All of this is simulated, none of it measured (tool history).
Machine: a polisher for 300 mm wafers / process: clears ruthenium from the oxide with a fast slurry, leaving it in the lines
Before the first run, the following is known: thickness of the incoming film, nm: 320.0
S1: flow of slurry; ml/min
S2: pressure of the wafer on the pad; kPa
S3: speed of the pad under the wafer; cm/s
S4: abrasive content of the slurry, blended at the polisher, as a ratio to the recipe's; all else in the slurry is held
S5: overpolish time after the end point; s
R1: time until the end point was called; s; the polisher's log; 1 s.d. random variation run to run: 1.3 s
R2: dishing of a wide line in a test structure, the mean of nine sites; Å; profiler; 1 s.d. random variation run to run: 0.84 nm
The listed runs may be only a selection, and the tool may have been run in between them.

run 1 day=0 | S1=285 S2=21.4 S3=90 S4=1 S5=13 | R1=73.592 R2=479.21
run 2 day=0.071 | S1=285 S2=21.4 S3=90 S4=1 S5=12 | R1=70.551 R2=448.71
run 3 day=0.233 | S1=285 S2=21.4 S3=106 S4=1 S5=12 | R1=61.283 R2=487.08
run 4 day=0.321 | S1=225 S2=21.4 S3=106 S4=1 S5=12 | R1=62.538 R2=481.77
run 5 day=0.35 | S1=225 S2=21.4 S3=106 S4=0.9 S5=12 | R1=64.17 R2=481.41
run 6 day=0.658 | S1=190 S2=21.4 S3=106 S4=0.9 S5=12 | R1=64.977 R2=481.88

Run 7 comes next. What will it give?
run 7 day=0.829 | S1=190 S2=21.4 S3=106 S4=0.9 S5=11 | R1=? R2=?

R1: 62.794 s
R2: 446.4 Å
